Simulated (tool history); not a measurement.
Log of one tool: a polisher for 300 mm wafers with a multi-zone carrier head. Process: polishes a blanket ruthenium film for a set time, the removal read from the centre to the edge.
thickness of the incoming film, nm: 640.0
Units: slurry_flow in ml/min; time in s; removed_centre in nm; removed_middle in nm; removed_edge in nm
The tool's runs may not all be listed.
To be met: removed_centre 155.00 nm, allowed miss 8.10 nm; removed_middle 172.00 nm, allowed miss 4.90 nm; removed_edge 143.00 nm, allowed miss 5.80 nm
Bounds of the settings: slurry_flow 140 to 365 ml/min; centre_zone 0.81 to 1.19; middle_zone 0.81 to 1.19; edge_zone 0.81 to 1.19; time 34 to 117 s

{"run": 1, "hour": 0.0, "slurry_flow": 235, "centre_zone": 1.0, "middle_zone": 1.0, "edge_zone": 1.0, "time": 75, "removed_centre": 122.33, "removed_middle": 117.29, "removed_edge": 119.49}
{"run": 2, "hour": 2.8, "slurry_flow": 235, "centre_zone": 1.0, "middle_zone": 1.0, "edge_zone": 1.0, "time": 94, "removed_centre": 150.65, "removed_middle": 149.44, "removed_edge": 146.78}
{"run": 3, "hour": 9.7, "slurry_flow": 235, "centre_zone": 1.0, "middle_zone": 0.92, "edge_zone": 1.0, "time": 94, "removed_centre": 152.97, "removed_middle": 136.71, "removed_edge": 149.68}
{"run": 4, "hour": 14.8, "slurry_flow": 240, "centre_zone": 1.0, "middle_zone": 0.95, "edge_zone": 0.99, "time": 94, "removed_centre": 154.31, "removed_middle": 140.42, "removed_edge": 150.03}
{"run": 5, "hour": 19.3, "slurry_flow": 240, "centre_zone": 1.0, "middle_zone": 0.95, "edge_zone": 0.99, "time": 86, "removed_centre": 138.17, "removed_middle": 130.84, "removed_edge": 136.04}
{"run": 6, "hour": 21.0, "slurry_flow": 220, "centre_zone": 1.0, "middle_zone": 0.95, "edge_zone": 0.99, "time": 86, "removed_centre": 140.6, "removed_middle": 127.74, "removed_edge": 135.14}
{"run": 7, "hour": 27.3, "slurry_flow": 225, "centre_zone": 1.01, "middle_zone": 0.98, "edge_zone": 0.99, "time": 87, "removed_centre": 143.73, "removed_middle": 131.88, "removed_edge": 136.28}
{"run": 8, "hour": 35.8, "slurry_flow": 270, "centre_zone": 0.99, "middle_zone": 1.08, "edge_zone": 0.92, "time": 95, "removed_centre": 151.31, "removed_middle": 160.94, "removed_edge": 145.58}
{"run": 9, "hour": 38.4, "slurry_flow": 270, "centre_zone": 0.99, "middle_zone": 1.09, "edge_zone": 0.92, "time": 95, "removed_centre": 159.98, "removed_middle": 161.79, "removed_edge": 146.89}
{"run": 10, "hour": 44.7, "slurry_flow": 270, "centre_zone": 0.99, "middle_zone": 1.09, "edge_zone": 0.92, "time": 95, "removed_centre": 149.74, "removed_middle": 162.95, "removed_edge": 145.29}
{"run": 11, "hour": 46.5, "slurry_flow": 270, "centre_zone": 1.0, "middle_zone": 1.1, "edge_zone": 0.92, "time": 95, "removed_centre": 156.93, "removed_middle": 163.84, "removed_edge": 144.96}
{"run": 12, "hour": 51.1, "slurry_flow": 270, "centre_zone": 1.0, "middle_zone": 1.11, "edge_zone": 0.92, "time": 95, "removed_centre": 154.65, "removed_middle": 166.31, "removed_edge": 145.09}
{"run": 13, "hour": 53.7, "slurry_flow": 270, "centre_zone": 1.0, "middle_zone": 1.12, "edge_zone": 0.92, "time": 95, "removed_centre": 155.22, "removed_middle": 166.08, "removed_edge": 142.14}

4 next moves are on the table. One of them brings every result within its allowed miss. Which?
{"run": "A", "hour": 56.3, "slurry_flow": 260, "centre_zone": 1.0, "middle_zone": 1.19, "edge_zone": 0.94, "time": 94, "removed_centre": "?", "removed_middle": "?", "removed_edge": "?"}
{"run": "B", "hour": 56.3, "slurry_flow": 295, "centre_zone": 1.03, "middle_zone": 1.11, "edge_zone": 0.94, "time": 92, "removed_centre": "?", "removed_middle": "?", "removed_edge": "?"}
{"run": "C", "hour": 56.3, "slurry_flow": 255, "centre_zone": 0.92, "middle_zone": 1.05, "edge_zone": 0.87, "time": 99, "removed_centre": "?", "removed_middle": "?", "removed_edge": "?"}
{"run": "D", "hour": 56.3, "slurry_flow": 260, "centre_zone": 0.93, "middle_zone": 1.07, "edge_zone": 0.86, "time": 96, "removed_centre": "?", "removed_middle": "?", "removed_edge": "?"}

move=A removed_centre=153.47 removed_middle=170.98 removed_edge=145.19
move=B removed_centre=156.63 removed_middle=159.38 removed_edge=143.49
move=C removed_centre=148.16 removed_middle=161.52 removed_edge=147.64
move=D removed_centre=145.56 removed_middle=159.45 removed_edge=142.58
A: meets every target
B: further off than the last run
C: further off than the last run
D: further off than the last run
Answer: A

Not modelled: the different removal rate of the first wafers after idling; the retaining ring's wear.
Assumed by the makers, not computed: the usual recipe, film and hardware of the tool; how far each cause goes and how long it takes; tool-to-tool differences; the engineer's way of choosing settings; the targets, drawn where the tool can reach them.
